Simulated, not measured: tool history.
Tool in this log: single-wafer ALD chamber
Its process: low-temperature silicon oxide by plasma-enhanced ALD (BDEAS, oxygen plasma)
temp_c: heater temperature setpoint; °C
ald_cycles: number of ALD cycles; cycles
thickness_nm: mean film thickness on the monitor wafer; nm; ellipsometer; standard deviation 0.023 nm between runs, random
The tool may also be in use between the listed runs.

| run | hour | temp_c | ald_cycles | thickness_nm |
|---|---|---|---|---|
| 1 | 0.0 | 115 | 62 | 8.4264 |
| 2 | 5.3 | 116 | 59 | 7.9911 |
| 3 | 7.8 | 117 | 57 | 7.6950 |
| 4 | 12.7 | 119 | 56 | 7.4978 |
| 5 | 17.9 | 122 | 55 | 7.3636 |
|  | 22.6 | thermocouple changed; heater temperature recalibrated |
| 6 | 22.6 | 122 | 61 | 8.2332 |
| 7 | 27.3 | 122 | 59 | 7.9725 |

What will run 8 give?
| 8 | 28.4 | 122 | 57 | ? |

{"run 8": {"thickness_nm": 7.758}}
